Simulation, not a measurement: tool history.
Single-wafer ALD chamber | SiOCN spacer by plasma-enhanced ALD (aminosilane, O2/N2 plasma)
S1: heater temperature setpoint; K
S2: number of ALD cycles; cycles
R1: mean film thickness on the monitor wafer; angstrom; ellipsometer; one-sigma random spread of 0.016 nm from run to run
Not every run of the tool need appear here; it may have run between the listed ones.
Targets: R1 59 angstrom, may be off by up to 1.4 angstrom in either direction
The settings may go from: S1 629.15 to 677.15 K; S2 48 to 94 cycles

| run | day | S1 | S2 | R1 |
|---|---|---|---|---|
| 1 | 0 | 653.15 | 71 | 50.725 |
| 2 | 0.383 | 645.15 | 71 | 50.421 |
| 3 | 0.608 | 645.15 | 75 | 53.317 |
| 4 | 0.908 | 645.15 | 76 | 53.928 |
| 5 | 1.175 | 645.15 | 77 | 54.885 |
| 6 | 1.371 | 645.15 | 78 | 55.327 |
| 7 | 1.471 | 645.15 | 79 | 56.309 |
| 8 | 1.621 | 645.15 | 81 | 57.495 |

4 candidate next runs follow, results not yet known. Just one meets every target within its allowed miss. Identify it.
| A | 1.771 | 652.15 | 77 | ? |
| B | 1.771 | 641.15 | 83 | ? |
| C | 1.771 | 651.15 | 79 | ? |
| D | 1.771 | 642.15 | 78 | ? |

| move | R1 |
|---|---|
| A | 54.765 |
| B | 59.032 |
| C | 56.187 |
| D | 55.476 |
A: the biggest miss grows against the last run
B: hits every target within its allowed miss
C: the biggest miss grows against the last run
D: the biggest miss grows against the last run
Answer: B
